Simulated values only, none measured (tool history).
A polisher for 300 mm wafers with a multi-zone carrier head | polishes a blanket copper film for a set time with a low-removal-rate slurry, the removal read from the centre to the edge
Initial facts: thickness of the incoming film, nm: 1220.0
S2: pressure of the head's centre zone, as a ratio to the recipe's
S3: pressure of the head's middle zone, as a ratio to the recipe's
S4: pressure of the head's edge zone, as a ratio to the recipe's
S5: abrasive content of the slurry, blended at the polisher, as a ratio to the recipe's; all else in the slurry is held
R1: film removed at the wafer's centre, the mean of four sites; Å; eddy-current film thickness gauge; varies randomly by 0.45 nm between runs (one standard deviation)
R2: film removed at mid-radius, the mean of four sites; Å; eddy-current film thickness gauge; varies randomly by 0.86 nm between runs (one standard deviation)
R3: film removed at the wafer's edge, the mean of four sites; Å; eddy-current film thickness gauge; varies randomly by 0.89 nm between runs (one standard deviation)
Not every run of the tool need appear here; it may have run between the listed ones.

{"run": 1, "hour": 0.0, "flow of slurry (ml/min)": 255, "S2": 1, "S3": 1, "S4": 1, "S5": 1, "polishing time (s)": 34, "R1": 885.19, "R2": 901.81, "R3": 876.59}
{"run": 2, "hour": 1.1, "flow of slurry (ml/min)": 255, "S2": 0.99, "S3": 1, "S4": 0.97, "S5": 0.9, "polishing time (s)": 33, "R1": 860.89, "R2": 848.01, "R3": 872.41}
{"run": 3, "hour": 4.3, "flow of slurry (ml/min)": 255, "S2": 0.99, "S3": 1.01, "S4": 0.98, "S5": 0.95, "polishing time (s)": 31, "R1": 803.75, "R2": 815.55, "R3": 811.09}
{"run": 4, "hour": 8.7, "flow of slurry (ml/min)": 255, "S2": 0.99, "S3": 1.03, "S4": 0.97, "S5": 0.95, "polishing time (s)": 30, "R1": 783.28, "R2": 793.23, "R3": 789.52}
{"run": 5, "hour": 17.3, "flow of slurry (ml/min)": 255, "S2": 0.99, "S3": 1.03, "S4": 0.92, "S5": 0.95, "polishing time (s)": 30, "R1": 770.8, "R2": 818.51, "R3": 753.49}
{"run": 6, "hour": 19.6, "flow of slurry (ml/min)": 255, "S2": 0.94, "S3": 1.03, "S4": 0.92, "S5": 0.95, "polishing time (s)": 30, "R1": 740.98, "R2": 810.06, "R3": 758.17}
{"run": 7, "hour": 22.6, "flow of slurry (ml/min)": 250, "S2": 0.94, "S3": 1.03, "S4": 0.9, "S5": 0.95, "polishing time (s)": 30, "R1": 742.04, "R2": 811.95, "R3": 737.02}

Expected results for the next run?
{"run": 8, "hour": 25.9, "flow of slurry (ml/min)": 245, "S2": 0.93, "S3": 1.02, "S4": 0.88, "S5": 0.95, "polishing time (s)": 30, "R1": "?", "R2": "?", "R3": "?"}

For run 8 the tool returned R1 729.52 Å, R2 788.8 Å, R3 736.74 Å.
